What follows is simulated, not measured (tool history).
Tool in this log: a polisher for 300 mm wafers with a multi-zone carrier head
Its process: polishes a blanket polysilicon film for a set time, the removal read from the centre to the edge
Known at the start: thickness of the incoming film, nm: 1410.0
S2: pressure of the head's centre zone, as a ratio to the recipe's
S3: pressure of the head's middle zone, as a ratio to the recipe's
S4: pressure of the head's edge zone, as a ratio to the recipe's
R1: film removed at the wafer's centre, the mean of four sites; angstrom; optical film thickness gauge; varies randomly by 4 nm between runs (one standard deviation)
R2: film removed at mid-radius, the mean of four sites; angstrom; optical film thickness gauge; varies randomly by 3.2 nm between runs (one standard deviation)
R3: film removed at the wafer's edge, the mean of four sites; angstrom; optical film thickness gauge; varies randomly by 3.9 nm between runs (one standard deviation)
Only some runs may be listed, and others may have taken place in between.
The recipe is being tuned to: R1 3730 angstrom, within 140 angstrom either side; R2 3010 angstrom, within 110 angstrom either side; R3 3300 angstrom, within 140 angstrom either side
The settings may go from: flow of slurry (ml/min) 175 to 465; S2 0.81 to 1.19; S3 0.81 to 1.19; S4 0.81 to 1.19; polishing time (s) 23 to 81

run 1 hour=0 | flow_of_slurry_(ml/min)=295 S2=1 S3=1 S4=1 polishing_time_(s)=52 | R1=4405.8 R2=4318 R3=4437.7
run 2 hour=7.1 | flow_of_slurry_(ml/min)=295 S2=1 S3=0.93 S4=1 polishing_time_(s)=52 | R1=4379.8 R2=4051.6 R3=4392.6
run 3 hour=8.2 | flow_of_slurry_(ml/min)=295 S2=1.02 S3=0.9 S4=0.96 polishing_time_(s)=49 | R1=4188.6 R2=3698 R3=4108.7
run 4 hour=15.5 | flow_of_slurry_(ml/min)=295 S2=1.04 S3=0.9 S4=0.93 polishing_time_(s)=46 | R1=4062.4 R2=3492.3 R3=3841.1
run 5 hour=21.7 | flow_of_slurry_(ml/min)=295 S2=1.04 S3=0.9 S4=0.93 polishing_time_(s)=53 | R1=4657.5 R2=4080.6 R3=4340.8
run 6 hour=24.7 | flow_of_slurry_(ml/min)=295 S2=1.05 S3=0.88 S4=0.9 polishing_time_(s)=49 | R1=4341.7 R2=3719 R3=3924.5
run 7 hour=30.4 | flow_of_slurry_(ml/min)=290 S2=1.05 S3=0.86 S4=0.89 polishing_time_(s)=47 | R1=4172 R2=3430.8 R3=3831.5
run 8 hour=36.4 | flow_of_slurry_(ml/min)=295 S2=1.05 S3=0.86 S4=0.87 polishing_time_(s)=45 | R1=3967.1 R2=3212.9 R3=3529.8

Which one of the following 4 next-run settings gets every result inside its allowed miss? There is exactly one.
run A hour=42.4 | flow_of_slurry_(ml/min)=245 S2=1.04 S3=0.93 S4=0.81 polishing_time_(s)=44 | R1=? R2=? R3=?
run B hour=42.4 | flow_of_slurry_(ml/min)=240 S2=1.05 S3=0.9 S4=0.84 polishing_time_(s)=43 | R1=? R2=? R3=?
run C hour=42.4 | flow_of_slurry_(ml/min)=315 S2=1.07 S3=0.85 S4=0.87 polishing_time_(s)=41 | R1=? R2=? R3=?
run D hour=42.4 | flow_of_slurry_(ml/min)=260 S2=0.96 S3=0.93 S4=0.96 polishing_time_(s)=44 | R1=? R2=? R3=?

move=A R1=3805.5 R2=3352.5 R3=3312.9
move=B R1=3742.4 R2=3178.9 R3=3284.2
move=C R1=3767.5 R2=2985 R3=3261.3
move=D R1=3540.9 R2=3379.2 R3=3599.7
A: further off than the last run
B: an improvement on the last run, though not all results are within tolerance
C: all results land within tolerance of their targets
D: further off than the last run
The move that meets every target is C.

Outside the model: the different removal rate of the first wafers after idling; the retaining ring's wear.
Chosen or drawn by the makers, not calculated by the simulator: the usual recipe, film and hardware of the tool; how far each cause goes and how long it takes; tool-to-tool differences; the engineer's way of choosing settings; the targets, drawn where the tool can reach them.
